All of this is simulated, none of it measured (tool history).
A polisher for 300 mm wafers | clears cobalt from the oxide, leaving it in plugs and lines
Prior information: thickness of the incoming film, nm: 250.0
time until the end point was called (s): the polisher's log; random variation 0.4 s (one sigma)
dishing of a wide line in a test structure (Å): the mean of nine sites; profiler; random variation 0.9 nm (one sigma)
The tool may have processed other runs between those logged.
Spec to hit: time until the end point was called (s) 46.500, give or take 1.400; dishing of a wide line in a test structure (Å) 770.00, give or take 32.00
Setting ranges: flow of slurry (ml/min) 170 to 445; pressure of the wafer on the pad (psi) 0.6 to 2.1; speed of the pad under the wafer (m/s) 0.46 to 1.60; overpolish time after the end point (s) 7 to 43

| run | hour | flow of slurry (ml/min) | pressure of the wafer on the pad (psi) | speed of the pad under the wafer (m/s) | overpolish time after the end point (s) | time until the end point was called (s) | dishing of a wide line in a test structure (Å) |
|---|---|---|---|---|---|---|---|
| 1 | 0.0 | 285 | 1.3 | 1.02 | 22 | 68.189 | 534.32 |
| 2 | 7.5 | 285 | 1.4 | 1.02 | 23 | 62.553 | 556.44 |
| 3 | 12.5 | 320 | 1.4 | 1.02 | 23 | 62.217 | 551.44 |
| 4 | 21.0 | 390 | 1.4 | 1.02 | 23 | 60.731 | 559.80 |
| 5 | 26.4 | 390 | 1.4 | 1.02 | 24 | 61.272 | 580.85 |
| 6 | 30.0 | 390 | 1.4 | 0.86 | 24 | 68.684 | 550.77 |
| 7 | 35.0 | 390 | 1.5 | 0.86 | 25 | 63.860 | 572.39 |
| 8 | 41.0 | 385 | 1.9 | 0.88 | 33 | 50.574 | 723.24 |
| 9 | 49.0 | 390 | 2.0 | 0.88 | 34 | 48.504 | 742.65 |
| 10 | 55.4 | 395 | 2.0 | 0.88 | 35 | 48.982 | 727.06 |

Which one of the following 5 next-run settings gets every result inside its allowed miss? There is exactly one.
| A | 61.8 | 420 | 2.0 | 0.94 | 39 | ? | ? |
| B | 61.8 | 365 | 2.1 | 0.82 | 29 | ? | ? |
| C | 61.8 | 420 | 1.9 | 0.82 | 32 | ? | ? |
| D | 61.8 | 400 | 2.0 | 0.92 | 27 | ? | ? |
| E | 61.8 | 375 | 2.1 | 0.80 | 40 | ? | ? |

| move | time until the end point was called (s) | dishing of a wide line in a test structure (Å) |
|---|---|---|
| A | 45.980 | 763.88 |
| B | 48.187 | 693.17 |
| C | 52.377 | 697.62 |
| D | 46.752 | 682.70 |
| E | 48.785 | 758.65 |
A: meets every target
B: misses by more than the last run did
C: misses by more than the last run did
D: the furthest-off result lands on target, but another misses its tolerance
E: closer than the last run, but not yet in spec
A meets every target.

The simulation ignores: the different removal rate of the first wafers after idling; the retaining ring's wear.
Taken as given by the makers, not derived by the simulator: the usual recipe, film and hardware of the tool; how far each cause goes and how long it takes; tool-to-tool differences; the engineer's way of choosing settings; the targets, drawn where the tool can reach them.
